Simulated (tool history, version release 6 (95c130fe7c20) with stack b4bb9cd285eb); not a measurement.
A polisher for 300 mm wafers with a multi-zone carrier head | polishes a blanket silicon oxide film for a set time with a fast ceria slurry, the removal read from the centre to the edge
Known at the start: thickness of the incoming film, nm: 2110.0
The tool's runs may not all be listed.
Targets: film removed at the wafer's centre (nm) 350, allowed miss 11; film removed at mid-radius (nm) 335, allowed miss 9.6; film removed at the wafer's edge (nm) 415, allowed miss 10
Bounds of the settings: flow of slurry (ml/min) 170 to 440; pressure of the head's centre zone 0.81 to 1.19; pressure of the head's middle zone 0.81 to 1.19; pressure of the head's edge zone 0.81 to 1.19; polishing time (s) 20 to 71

run	hour	flow of slurry (ml/min)	pressure of the head's centre zone	pressure of the head's middle zone	pressure of the head's edge zone	polishing time (s)	film removed at the wafer's centre (nm)	film removed at mid-radius (nm)	film removed at the wafer's edge (nm)
1	0	280	1	1	1	45	462.62	475.24	500.51
2	8.6	270	0.98	0.96	0.99	44	442.07	441.69	485.44
3	17.3	260	0.96	0.93	0.97	43	415.18	421.56	466.85
4	24.6	250	0.95	0.91	0.97	42	404.88	397.66	453.41
5	32	240	0.93	0.89	0.96	42	385.88	391.82	446.08
6	37.9	235	0.93	0.87	0.96	41	372.61	376.25	432.43
7	44.5	230	0.93	0.86	0.97	41	373.34	372.03	434.04
8	48.7	225	0.93	0.85	0.98	41	374.23	360.94	437.28
# hour 49.8: slurry nozzle cleaned
9	49.8	220	0.93	0.84	0.98	41	409.95	383.59	463.36
10	53.7	220	0.92	0.83	0.98	40	392.51	365.86	453.6

Which of these 4 next moves meets every target?
A	57.6	255	0.89	0.81	1.1	36	?	?	?
B	57.6	245	0.89	0.81	0.99	36	?	?	?
C	57.6	240	0.91	0.81	1.03	38	?	?	?
D	57.6	210	0.85	0.93	0.87	39	?	?	?

move	film removed at the wafer's centre (nm)	film removed at mid-radius (nm)	film removed at the wafer's edge (nm)
A	346.58	338.34	434.63
B	344.57	336.62	410.99
C	370.8	354.26	441.31
D	347.74	399.6	411.49
A: brings the result that was furthest off to its target, and leaves another outside
B: meets every target
C: nearer than the last run, and not there yet
D: brings the result that was furthest off to its target, and leaves another outside
The right move is B.
